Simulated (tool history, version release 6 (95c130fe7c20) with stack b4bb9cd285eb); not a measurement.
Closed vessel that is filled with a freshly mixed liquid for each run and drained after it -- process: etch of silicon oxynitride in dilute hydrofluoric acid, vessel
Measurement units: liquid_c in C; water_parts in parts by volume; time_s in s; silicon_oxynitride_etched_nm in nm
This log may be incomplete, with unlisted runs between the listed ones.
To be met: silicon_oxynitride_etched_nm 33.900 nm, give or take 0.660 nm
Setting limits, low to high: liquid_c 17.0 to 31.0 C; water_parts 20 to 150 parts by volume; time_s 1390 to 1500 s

run 1 hour=0.0 | liquid_c=23.0 water_parts=85 time_s=1390 | silicon_oxynitride_etched_nm=52.526
run 2 hour=8.1 | liquid_c=25.5 water_parts=85 time_s=1390 | silicon_oxynitride_etched_nm=59.203
run 3 hour=17.5 | liquid_c=24.0 water_parts=85 time_s=1390 | silicon_oxynitride_etched_nm=55.572
run 4 hour=21.9 | liquid_c=23.0 water_parts=85 time_s=1390 | silicon_oxynitride_etched_nm=53.031
run 5 hour=26.6 | liquid_c=22.0 water_parts=85 time_s=1390 | silicon_oxynitride_etched_nm=50.478
run 6 hour=28.8 | liquid_c=18.5 water_parts=85 time_s=1390 | silicon_oxynitride_etched_nm=42.895
run 7 hour=36.5 | liquid_c=17.5 water_parts=95 time_s=1390 | silicon_oxynitride_etched_nm=35.911
run 8 hour=44.5 | liquid_c=17.0 water_parts=95 time_s=1390 | silicon_oxynitride_etched_nm=34.894
run 9 hour=49.5 | liquid_c=17.0 water_parts=100 time_s=1390 | silicon_oxynitride_etched_nm=33.099

Which single option among these 4 for the next run brings every result within its allowed miss of target? Just one does.
run A hour=54.5 | liquid_c=17.0 water_parts=100 time_s=1485 | silicon_oxynitride_etched_nm=?
run B hour=54.5 | liquid_c=17.0 water_parts=100 time_s=1410 | silicon_oxynitride_etched_nm=?
run C hour=54.5 | liquid_c=17.0 water_parts=110 time_s=1475 | silicon_oxynitride_etched_nm=?
run D hour=54.5 | liquid_c=17.0 water_parts=95 time_s=1405 | silicon_oxynitride_etched_nm=?

move=A silicon_oxynitride_etched_nm=35.430
move=B silicon_oxynitride_etched_nm=33.641
move=C silicon_oxynitride_etched_nm=31.787
move=D silicon_oxynitride_etched_nm=35.400
A: carries the result that was furthest off beyond its target, to the other side
B: hits every target within its allowed miss
C: moves away from the targets compared with the last run
D: carries the result that was furthest off beyond its target, to the other side
Move B is the one to make.
